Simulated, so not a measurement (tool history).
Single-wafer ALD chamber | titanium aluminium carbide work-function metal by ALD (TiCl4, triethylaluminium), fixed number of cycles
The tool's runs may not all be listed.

run	day	heater temperature setpoint (K)	triethylaluminium pulse time (s)	mean film thickness on the monitor wafer (Å)
1	0.000	568.15	7.97	18.843
2	0.262	563.15	6.88	17.712
3	0.467	559.15	6.43	16.874
4	0.571	556.15	6.33	16.596
5	0.862	562.15	6.33	16.967
6	0.996	552.15	6.33	16.252

What will run 7 give?
7	1.083	550.15	6.19	?

For run 7 the tool returned mean film thickness on the monitor wafer (Å) 15.939.
